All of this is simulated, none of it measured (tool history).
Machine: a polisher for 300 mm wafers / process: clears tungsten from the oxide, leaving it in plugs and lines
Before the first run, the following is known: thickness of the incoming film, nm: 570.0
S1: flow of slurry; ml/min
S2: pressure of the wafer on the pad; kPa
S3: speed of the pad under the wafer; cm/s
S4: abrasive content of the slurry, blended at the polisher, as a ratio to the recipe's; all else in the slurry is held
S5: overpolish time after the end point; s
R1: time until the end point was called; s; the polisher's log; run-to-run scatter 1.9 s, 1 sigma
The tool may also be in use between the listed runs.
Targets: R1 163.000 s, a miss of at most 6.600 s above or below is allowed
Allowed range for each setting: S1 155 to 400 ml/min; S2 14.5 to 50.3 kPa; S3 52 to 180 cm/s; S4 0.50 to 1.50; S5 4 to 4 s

| run | hour | S1 | S2 | S3 | S4 | S5 | R1 |
|---|---|---|---|---|---|---|---|
| 1 | 0.0 | 255 | 32.4 | 116 | 1.00 | 4 | 82.697 |
| 2 | 1.9 | 255 | 32.4 | 116 | 0.80 | 4 | 88.111 |
| 3 | 5.8 | 255 | 32.4 | 116 | 0.70 | 4 | 95.862 |
| 4 | 7.9 | 255 | 29.0 | 116 | 0.70 | 4 | 106.020 |
| 5 | 14.3 | 255 | 26.2 | 116 | 0.70 | 4 | 117.370 |
|  | 15.0 | slurry nozzle cleaned |
| 6 | 15.0 | 255 | 24.1 | 116 | 0.70 | 4 | 123.530 |
| 7 | 15.9 | 255 | 22.1 | 116 | 0.70 | 4 | 131.370 |
| 8 | 20.9 | 255 | 20.7 | 116 | 0.70 | 4 | 143.450 |
| 9 | 29.6 | 255 | 20.0 | 116 | 0.70 | 4 | 144.650 |
| 10 | 37.8 | 255 | 19.3 | 116 | 0.70 | 4 | 149.830 |
| 11 | 42.1 | 255 | 16.5 | 116 | 0.70 | 4 | 176.570 |

Of the 4 settings listed for the next run, only one would bring every result within its allowed miss of target. Which one?
| A | 46.4 | 285 | 16.5 | 120 | 0.50 | 4 | ? |
| B | 46.4 | 295 | 20.7 | 98 | 0.70 | 4 | ? |
| C | 46.4 | 220 | 16.5 | 110 | 0.70 | 4 | ? |
| D | 46.4 | 290 | 14.5 | 110 | 0.95 | 4 | ? |

| move | R1 |
|---|---|
| A | 196.480 |
| B | 164.050 |
| C | 187.600 |
| D | 182.840 |
A: the biggest miss grows against the last run
B: every result lands within tolerance
C: the biggest miss grows against the last run
D: the biggest miss grows against the last run
The right move is B.
